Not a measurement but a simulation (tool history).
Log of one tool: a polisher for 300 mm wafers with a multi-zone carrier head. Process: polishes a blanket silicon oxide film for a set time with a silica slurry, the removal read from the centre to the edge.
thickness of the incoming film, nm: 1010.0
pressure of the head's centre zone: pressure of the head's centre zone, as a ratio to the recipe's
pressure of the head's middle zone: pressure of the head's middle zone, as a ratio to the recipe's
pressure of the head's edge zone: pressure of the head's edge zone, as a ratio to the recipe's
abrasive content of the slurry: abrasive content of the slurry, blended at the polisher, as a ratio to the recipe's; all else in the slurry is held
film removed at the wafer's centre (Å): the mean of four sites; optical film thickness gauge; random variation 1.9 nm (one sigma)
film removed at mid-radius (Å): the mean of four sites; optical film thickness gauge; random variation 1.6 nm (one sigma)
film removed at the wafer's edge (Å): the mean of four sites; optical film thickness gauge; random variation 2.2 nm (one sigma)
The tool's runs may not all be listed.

run,hour,flow of slurry (ml/min),pressure of the head's centre zone,pressure of the head's middle zone,pressure of the head's edge zone,abrasive content of the slurry,polishing time (s),film removed at the wafer's centre (Å),film removed at mid-radius (Å),film removed at the wafer's edge (Å)
1,0,240,1,1,1,1,50,1791.1,1714.5,1649.8
2,1.2,180,1,1,1,1,50,1684,1633,1580.1
3,4.8,180,1,1,1,1.1,50,1778.2,1726.6,1657.6
4,9.6,190,0.97,1.02,1.03,1.1,50,1761.6,1773.2,1727.8
# hour 17.6: centre zone pressure recalibrated
5,17.6,200,0.94,1.04,1.04,1.1,50,1615.9,1824,1725.9
6,21.6,210,0.93,1.05,1.05,1.1,50,1647,1871.1,1761.8

Forecast run 7:
7,23.5,220,0.92,1.05,1.06,1.1,50,?,?,?

{"run 7": {"film removed at the wafer's centre (Å)": 1606.5, "film removed at mid-radius (Å)": 1845.9, "film removed at the wafer's edge (Å)": 1784.3}}
